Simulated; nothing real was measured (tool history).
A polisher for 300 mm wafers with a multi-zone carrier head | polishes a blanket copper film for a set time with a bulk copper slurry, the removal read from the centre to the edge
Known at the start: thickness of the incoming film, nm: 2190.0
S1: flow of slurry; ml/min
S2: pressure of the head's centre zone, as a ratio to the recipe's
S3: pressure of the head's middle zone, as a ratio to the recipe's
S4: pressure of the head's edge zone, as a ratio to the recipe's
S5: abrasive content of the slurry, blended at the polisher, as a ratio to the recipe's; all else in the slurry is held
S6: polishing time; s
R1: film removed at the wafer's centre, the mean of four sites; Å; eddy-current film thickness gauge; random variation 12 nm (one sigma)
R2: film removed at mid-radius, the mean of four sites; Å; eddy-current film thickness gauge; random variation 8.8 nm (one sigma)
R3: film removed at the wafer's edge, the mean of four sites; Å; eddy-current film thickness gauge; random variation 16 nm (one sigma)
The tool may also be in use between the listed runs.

Run 1, hour 0.0: S1 285 ml/min, S2 1.00, S3 1.00, S4 1.00, S5 1.00, S6 75 s. Result: R1 7292.0 Å, R2 7177.3 Å, R3 6951.0 Å.
Run 2, hour 2.8: S1 290 ml/min, S2 1.03, S3 1.00, S4 1.03, S5 1.10, S6 79 s. Result: R1 8035.6 Å, R2 7690.8 Å, R3 7728.3 Å.
Run 3, hour 10.9: S1 290 ml/min, S2 1.08, S3 1.00, S4 1.03, S5 1.10, S6 79 s. Result: R1 8618.5 Å, R2 7704.8 Å, R3 7790.6 Å.
Run 4, hour 12.7: S1 295 ml/min, S2 1.10, S3 1.02, S4 1.06, S5 1.20, S6 81 s. Result: R1 8963.7 Å, R2 8115.5 Å, R3 8023.5 Å.
Run 5, hour 21.5: S1 295 ml/min, S2 1.10, S3 1.02, S4 1.06, S5 1.20, S6 89 s. Result: R1 9981.5 Å, R2 8918.1 Å, R3 8987.4 Å.
Run 6, hour 27.4: S1 295 ml/min, S2 1.11, S3 1.02, S4 1.08, S5 1.25, S6 91 s. Result: R1 10273.0 Å, R2 9198.2 Å, R3 9242.1 Å.

The next listed run, before its measurement:
Run 7, hour 29.6: S1 300 ml/min, S2 1.12, S3 1.01, S4 1.10, S5 1.30, S6 93 s. Result: R1 ?, R2 ?, R3 ?.

{"run 7": {"R1": 10527.0, "R2": 9395.4, "R3": 9484.1}}

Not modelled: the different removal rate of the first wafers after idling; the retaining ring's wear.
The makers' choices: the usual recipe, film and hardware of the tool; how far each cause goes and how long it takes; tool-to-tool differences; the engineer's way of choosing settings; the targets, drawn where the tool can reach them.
